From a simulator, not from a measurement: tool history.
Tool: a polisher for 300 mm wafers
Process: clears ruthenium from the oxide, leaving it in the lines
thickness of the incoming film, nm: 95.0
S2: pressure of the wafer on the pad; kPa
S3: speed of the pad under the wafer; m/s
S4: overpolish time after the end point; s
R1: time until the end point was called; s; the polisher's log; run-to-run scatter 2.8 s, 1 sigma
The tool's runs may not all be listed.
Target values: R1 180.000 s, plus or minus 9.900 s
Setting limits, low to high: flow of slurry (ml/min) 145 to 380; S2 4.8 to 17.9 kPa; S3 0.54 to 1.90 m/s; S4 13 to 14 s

run 1 day=0.000 | flow_of_slurry_(ml/min)=245 S2=11.0 S3=1.22 S4=13 | R1=92.730
run 2 day=0.067 | flow_of_slurry_(ml/min)=245 S2=11.0 S3=1.22 S4=13 | R1=94.529
run 3 day=0.346 | flow_of_slurry_(ml/min)=245 S2=9.7 S3=1.20 S4=13 | R1=106.580
run 4 day=0.496 | flow_of_slurry_(ml/min)=295 S2=9.7 S3=1.20 S4=13 | R1=108.170
run 5 day=0.642 | flow_of_slurry_(ml/min)=295 S2=9.0 S3=1.18 S4=13 | R1=117.930
run 6 day=0.825 | flow_of_slurry_(ml/min)=295 S2=9.0 S3=1.06 S4=13 | R1=130.180
run 7 day=1.121 | flow_of_slurry_(ml/min)=295 S2=8.3 S3=1.06 S4=13 | R1=139.090
run 8 day=1.167 | flow_of_slurry_(ml/min)=295 S2=7.6 S3=1.06 S4=13 | R1=151.620
run 9 day=1.454 | flow_of_slurry_(ml/min)=295 S2=6.9 S3=1.06 S4=13 | R1=166.700

Of the 5 settings listed for the next run, only one would bring every result within its allowed miss of target. Which one?
run A day=1.742 | flow_of_slurry_(ml/min)=320 S2=7.6 S3=0.88 S4=13 | R1=?
run B day=1.742 | flow_of_slurry_(ml/min)=315 S2=7.6 S3=1.10 S4=14 | R1=?
run C day=1.742 | flow_of_slurry_(ml/min)=270 S2=6.9 S3=1.12 S4=13 | R1=?
run D day=1.742 | flow_of_slurry_(ml/min)=345 S2=10.3 S3=0.74 S4=13 | R1=?
run E day=1.742 | flow_of_slurry_(ml/min)=325 S2=6.9 S3=1.10 S4=14 | R1=?

move=A R1=182.230
move=B R1=147.190
move=C R1=160.650
move=D R1=158.560
move=E R1=160.790
A: all results in spec
B: the biggest miss grows against the last run
C: the biggest miss grows against the last run
D: the biggest miss grows against the last run
E: the biggest miss grows against the last run
Go with A: it meets all targets.
